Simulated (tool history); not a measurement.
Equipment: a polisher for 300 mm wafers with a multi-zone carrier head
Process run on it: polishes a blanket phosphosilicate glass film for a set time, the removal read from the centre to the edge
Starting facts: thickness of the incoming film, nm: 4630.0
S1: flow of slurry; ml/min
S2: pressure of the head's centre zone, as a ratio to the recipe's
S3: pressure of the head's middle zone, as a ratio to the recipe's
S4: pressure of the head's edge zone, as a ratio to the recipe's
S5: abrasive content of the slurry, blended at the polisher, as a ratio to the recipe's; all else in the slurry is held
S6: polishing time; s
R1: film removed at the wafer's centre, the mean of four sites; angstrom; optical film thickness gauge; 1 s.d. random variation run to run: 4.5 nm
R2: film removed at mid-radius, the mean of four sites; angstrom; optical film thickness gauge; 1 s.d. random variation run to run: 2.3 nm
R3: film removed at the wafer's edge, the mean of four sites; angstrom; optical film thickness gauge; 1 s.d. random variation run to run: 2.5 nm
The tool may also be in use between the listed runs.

run	hour	S1	S2	S3	S4	S5	S6	R1	R2	R3
1	0.0	295	1.00	1.00	1.00	1.00	40	4301.7	4223.0	4296.6
2	7.8	300	1.02	1.01	0.94	0.85	40	4059.9	3967.1	3855.9
3	11.2	300	0.96	1.01	0.94	0.85	40	3753.2	3939.4	3820.9
4	19.6	300	0.96	1.01	0.99	0.85	40	3781.7	3964.3	3912.1
5	26.6	305	1.00	1.01	0.94	0.75	40	3554.8	3658.6	3558.3
6	30.4	305	0.96	1.01	0.94	0.75	40	3543.6	3623.3	3523.2
7	37.5	315	1.00	1.02	0.90	0.70	40	3475.7	3541.4	3335.7
8	41.8	320	1.03	1.02	0.87	0.70	40	3576.6	3547.2	3322.4
9	48.2	305	1.11	1.04	0.81	0.60	40	3412.8	3167.3	2905.6

Estimate the outcome of run 10 from the log above:
10	54.8	335	1.11	1.05	0.83	0.60	40	?	?	?

Logged for run 10: R1 3459.7 angstrom, R2 3215.7 angstrom, R3 2900.5 angstrom.
